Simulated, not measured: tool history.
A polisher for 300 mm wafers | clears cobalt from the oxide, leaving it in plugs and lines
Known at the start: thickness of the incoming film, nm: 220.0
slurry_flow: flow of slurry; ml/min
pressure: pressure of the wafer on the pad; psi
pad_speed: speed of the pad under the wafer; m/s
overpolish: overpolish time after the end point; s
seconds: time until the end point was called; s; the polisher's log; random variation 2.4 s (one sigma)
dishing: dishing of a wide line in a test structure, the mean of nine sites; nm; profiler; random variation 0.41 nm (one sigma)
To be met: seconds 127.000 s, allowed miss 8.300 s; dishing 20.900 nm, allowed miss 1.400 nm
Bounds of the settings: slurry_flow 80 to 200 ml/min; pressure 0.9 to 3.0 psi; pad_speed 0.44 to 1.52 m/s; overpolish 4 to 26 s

run	hour	slurry_flow	pressure	pad_speed	overpolish	seconds	dishing
1	0.0	130	1.9	0.98	13	70.483	33.292
2	5.9	130	1.8	0.96	13	75.605	31.767
3	10.9	130	1.7	0.96	13	79.125	30.110
4	14.7	110	1.7	0.96	13	79.582	29.293
5	18.1	110	1.6	0.94	13	83.681	27.665
6	25.5	95	1.6	0.94	13	93.228	27.211
7	26.4	95	1.5	0.94	13	95.969	25.882
8	30.5	95	1.4	0.94	13	100.850	24.617
9	35.4	95	1.3	0.94	13	108.260	23.551
10	42.8	95	1.2	0.94	13	114.380	22.714

Which of these 4 next moves meets every target?
A	50.2	95	2.0	0.62	13	?	?
B	50.2	170	1.2	0.94	13	?	?
C	50.2	80	0.9	1.16	13	?	?
D	50.2	85	1.4	0.94	9	?	?

move	seconds	dishing
A	107.220	23.557
B	102.610	24.387
C	122.420	21.206
D	101.420	18.274
A: further off than the last run
B: further off than the last run
C: meets every target
D: further off than the last run
Answer: C

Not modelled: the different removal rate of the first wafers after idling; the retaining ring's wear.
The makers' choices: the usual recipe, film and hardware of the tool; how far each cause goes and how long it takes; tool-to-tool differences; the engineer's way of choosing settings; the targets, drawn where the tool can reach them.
